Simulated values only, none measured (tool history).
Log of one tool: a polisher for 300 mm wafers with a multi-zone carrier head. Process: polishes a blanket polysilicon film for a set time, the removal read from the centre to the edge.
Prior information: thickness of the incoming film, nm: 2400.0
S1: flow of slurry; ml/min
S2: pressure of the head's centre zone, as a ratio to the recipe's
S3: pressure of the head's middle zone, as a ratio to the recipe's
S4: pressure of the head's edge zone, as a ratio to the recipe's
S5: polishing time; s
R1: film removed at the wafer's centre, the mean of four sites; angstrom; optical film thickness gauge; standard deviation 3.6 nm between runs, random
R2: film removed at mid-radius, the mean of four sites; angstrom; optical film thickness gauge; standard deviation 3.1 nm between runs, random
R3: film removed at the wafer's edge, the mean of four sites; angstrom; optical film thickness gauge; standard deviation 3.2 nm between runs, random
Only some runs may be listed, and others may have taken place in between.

Run 1, hour 0: S1 150 ml/min, S2 1, S3 1, S4 1, S5 66 s. Result: R1 3660.3 angstrom, R2 3743.2 angstrom, R3 3516.3 angstrom.
Run 2, hour 3.2: S1 145 ml/min, S2 0.99, S3 1.01, S4 0.98, S5 65 s. Result: R1 3512.7 angstrom, R2 3697.7 angstrom, R3 3491 angstrom.
Run 3, hour 8.7: S1 145 ml/min, S2 0.91, S3 1.01, S4 0.98, S5 65 s. Result: R1 3274.1 angstrom, R2 3725.8 angstrom, R3 3411.5 angstrom.
Run 4, hour 11.4: S1 145 ml/min, S2 1, S3 1.01, S4 0.98, S5 65 s. Result: R1 3650.7 angstrom, R2 3699.3 angstrom, R3 3481.4 angstrom.
Run 5, hour 19.1: S1 145 ml/min, S2 1.05, S3 1.01, S4 0.98, S5 65 s. Result: R1 3715.9 angstrom, R2 3688.5 angstrom, R3 3458.5 angstrom.
Run 6, hour 23.2: S1 145 ml/min, S2 1.05, S3 1.01, S4 0.98, S5 71 s. Result: R1 3948.6 angstrom, R2 4053.1 angstrom, R3 3752.4 angstrom.
Run 7, hour 31.5: S1 145 ml/min, S2 1.03, S3 1.02, S4 0.97, S5 69 s. Result: R1 3869.6 angstrom, R2 3978.5 angstrom, R3 3603.5 angstrom.
Run 8, hour 36.7: S1 145 ml/min, S2 1.01, S3 1.02, S4 0.96, S5 67 s. Result: R1 3702.9 angstrom, R2 3829.8 angstrom, R3 3498.9 angstrom.
Run 9, hour 43.4: S1 145 ml/min, S2 1.01, S3 1.02, S4 0.96, S5 67 s. Result: R1 3686.6 angstrom, R2 3758.5 angstrom, R3 3572.8 angstrom.

Forecast run 10:
Run 10, hour 48.4: S1 145 ml/min, S2 1, S3 1.03, S4 0.98, S5 65 s. Result: R1 ?, R2 ?, R3 ?.

For run 10 the tool returned R1 3541.4 angstrom, R2 3801.6 angstrom, R3 3472.3 angstrom.
